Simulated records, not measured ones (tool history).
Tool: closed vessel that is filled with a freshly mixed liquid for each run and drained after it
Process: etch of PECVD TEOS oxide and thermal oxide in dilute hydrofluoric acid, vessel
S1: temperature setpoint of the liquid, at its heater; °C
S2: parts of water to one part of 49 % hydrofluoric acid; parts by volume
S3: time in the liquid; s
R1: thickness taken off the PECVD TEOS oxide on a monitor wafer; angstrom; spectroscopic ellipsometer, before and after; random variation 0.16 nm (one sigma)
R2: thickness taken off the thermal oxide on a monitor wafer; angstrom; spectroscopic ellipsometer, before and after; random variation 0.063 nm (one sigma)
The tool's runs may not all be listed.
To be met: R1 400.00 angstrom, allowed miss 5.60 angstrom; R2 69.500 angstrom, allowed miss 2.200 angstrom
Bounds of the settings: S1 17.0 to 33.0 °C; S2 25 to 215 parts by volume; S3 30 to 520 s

Run 1, hour 0.0: S1 25.0 °C, S2 120 parts by volume, S3 265 s. Result: R1 582.68 angstrom, R2 101.200 angstrom.
Run 2, hour 1.9: S1 23.5 °C, S2 120 parts by volume, S3 265 s. Result: R1 554.72 angstrom, R2 94.417 angstrom.
Run 3, hour 8.8: S1 21.5 °C, S2 120 parts by volume, S3 265 s. Result: R1 510.35 angstrom, R2 89.131 angstrom.
Run 4, hour 9.4: S1 20.5 °C, S2 120 parts by volume, S3 265 s. Result: R1 490.17 angstrom, R2 84.020 angstrom.
Run 5, hour 16.9: S1 17.0 °C, S2 120 parts by volume, S3 265 s. Result: R1 420.44 angstrom, R2 74.161 angstrom.
Run 6, hour 19.4: S1 17.0 °C, S2 120 parts by volume, S3 195 s. Result: R1 312.53 angstrom, R2 54.496 angstrom.
Run 7, hour 21.5: S1 18.0 °C, S2 120 parts by volume, S3 195 s. Result: R1 324.19 angstrom, R2 57.092 angstrom.
Run 8, hour 29.7: S1 18.0 °C, S2 120 parts by volume, S3 195 s. Result: R1 322.94 angstrom, R2 56.141 angstrom.
Run 9, hour 37.3: S1 19.0 °C, S2 120 parts by volume, S3 195 s. Result: R1 336.95 angstrom, R2 59.261 angstrom.
Run 10, hour 39.2: S1 23.0 °C, S2 115 parts by volume, S3 195 s. Result: R1 417.63 angstrom, R2 71.306 angstrom.
Run 11, hour 44.3: S1 22.5 °C, S2 115 parts by volume, S3 195 s. Result: R1 409.20 angstrom, R2 70.770 angstrom.

4 next moves are on the table. One of them brings every result within its allowed miss. Which?
Run A, hour 49.4: S1 22.0 °C, S2 90 parts by volume, S3 155 s. Result: R1 ?, R2 ?.
Run B, hour 49.4: S1 22.0 °C, S2 95 parts by volume, S3 165 s. Result: R1 ?, R2 ?.
Run C, hour 49.4: S1 23.0 °C, S2 125 parts by volume, S3 215 s. Result: R1 ?, R2 ?.
Run D, hour 49.4: S1 22.5 °C, S2 160 parts by volume, S3 280 s. Result: R1 ?, R2 ?.

move      R1      R2
   A  418.60  71.773
   B  419.66  71.955
   C  417.61  71.604
   D  400.66  68.698
A: further off than the last run
B: further off than the last run
C: further off than the last run
D: meets every target
Answer: D

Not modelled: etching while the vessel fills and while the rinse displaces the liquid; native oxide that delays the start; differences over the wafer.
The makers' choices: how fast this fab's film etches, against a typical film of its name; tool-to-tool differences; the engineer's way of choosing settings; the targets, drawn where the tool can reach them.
